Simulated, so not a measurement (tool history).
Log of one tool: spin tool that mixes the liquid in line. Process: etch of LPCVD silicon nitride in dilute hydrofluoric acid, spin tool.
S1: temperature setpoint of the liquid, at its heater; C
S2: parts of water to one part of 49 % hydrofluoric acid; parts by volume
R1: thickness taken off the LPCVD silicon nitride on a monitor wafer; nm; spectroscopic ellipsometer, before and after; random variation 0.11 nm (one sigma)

Run 1, hour 0: S1 22 C, S2 45 parts by volume, time under the liquid (s) 290. Result: R1 2.5008 nm.
Run 2, hour 3.4: S1 24 C, S2 40 parts by volume, time under the liquid (s) 290. Result: R1 3.156 nm.
Run 3, hour 7.1: S1 24 C, S2 50 parts by volume, time under the liquid (s) 290. Result: R1 2.4806 nm.
Run 4, hour 12.3: S1 25.5 C, S2 45 parts by volume, time under the liquid (s) 290. Result: R1 3.1 nm.
Run 5, hour 13.1: S1 25.5 C, S2 60 parts by volume, time under the liquid (s) 290. Result: R1 2.4784 nm.
Run 6, hour 17.7: S1 27 C, S2 50 parts by volume, time under the liquid (s) 295. Result: R1 3.1561 nm.

Run 7 comes next. What will it give?
Run 7, hour 24.9: S1 28 C, S2 45 parts by volume, time under the liquid (s) 300. Result: R1 ?.

R1: 3.8514 nm

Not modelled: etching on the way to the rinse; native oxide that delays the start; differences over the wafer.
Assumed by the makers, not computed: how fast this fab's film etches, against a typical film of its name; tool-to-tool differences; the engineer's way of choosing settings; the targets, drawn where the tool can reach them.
